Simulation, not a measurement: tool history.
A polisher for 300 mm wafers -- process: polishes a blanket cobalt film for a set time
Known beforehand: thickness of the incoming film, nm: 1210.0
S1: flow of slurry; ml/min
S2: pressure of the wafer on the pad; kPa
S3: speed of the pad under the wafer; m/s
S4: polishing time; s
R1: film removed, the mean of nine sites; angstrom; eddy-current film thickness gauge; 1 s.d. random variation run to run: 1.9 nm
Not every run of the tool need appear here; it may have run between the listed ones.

| run | hour | S1 | S2 | S3 | S4 | R1 |
|---|---|---|---|---|---|---|
| 1 | 0.0 | 185 | 11.7 | 0.80 | 126 | 3486.7 |
| 2 | 3.6 | 175 | 11.0 | 0.80 | 126 | 3314.7 |
| 3 | 5.5 | 175 | 10.3 | 0.80 | 126 | 3174.6 |
| 4 | 9.2 | 175 | 9.7 | 0.80 | 126 | 3036.6 |
| 5 | 12.1 | 170 | 9.7 | 0.80 | 126 | 3007.9 |
| 6 | 12.9 | 170 | 11.0 | 0.80 | 126 | 3308.6 |
| 7 | 19.4 | 165 | 10.3 | 0.80 | 126 | 3133.6 |
| 8 | 21.3 | 155 | 10.3 | 0.80 | 126 | 3117.9 |

Run 9 comes next. What will it give?
| 9 | 29.4 | 150 | 10.3 | 0.80 | 126 | ? |

R1: 3097.5 angstrom

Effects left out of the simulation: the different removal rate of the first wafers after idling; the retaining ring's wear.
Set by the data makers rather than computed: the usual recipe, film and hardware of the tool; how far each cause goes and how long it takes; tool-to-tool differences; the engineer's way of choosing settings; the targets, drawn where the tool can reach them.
